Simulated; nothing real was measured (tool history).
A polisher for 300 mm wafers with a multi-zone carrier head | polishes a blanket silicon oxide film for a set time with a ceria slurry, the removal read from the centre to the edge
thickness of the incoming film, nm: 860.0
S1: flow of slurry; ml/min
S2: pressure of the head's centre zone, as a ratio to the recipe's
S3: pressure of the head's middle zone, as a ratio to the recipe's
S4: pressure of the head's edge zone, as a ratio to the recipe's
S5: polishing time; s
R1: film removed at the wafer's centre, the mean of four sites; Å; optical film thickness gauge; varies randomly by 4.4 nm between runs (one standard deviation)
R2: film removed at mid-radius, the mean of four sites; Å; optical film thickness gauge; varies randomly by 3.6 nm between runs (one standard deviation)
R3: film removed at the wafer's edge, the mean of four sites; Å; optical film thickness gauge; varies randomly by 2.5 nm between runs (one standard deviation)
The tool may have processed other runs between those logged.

run,hour,S1,S2,S3,S4,S5,R1,R2,R3
1,0,165,1,1,1,65,2802.5,2779.5,2735
2,6.4,165,1,1,0.92,65,2712.6,2775.8,2658.4
3,12,175,0.99,1,0.98,70,2933.1,3029.2,2975
4,19.8,175,0.99,1,0.98,79,3349.2,3435.1,3342.2
5,22.3,175,1.04,1,0.98,79,3549.8,3461.7,3334.1
6,24.5,175,1.04,1,1.05,79,3579.4,3431.7,3461.7

For run 7, what comes out?
7,27.7,190,1.04,1,1.07,79,?,?,?

{"run 7": {"R1": 3522.3, "R2": 3424.5, "R3": 3510.8}}
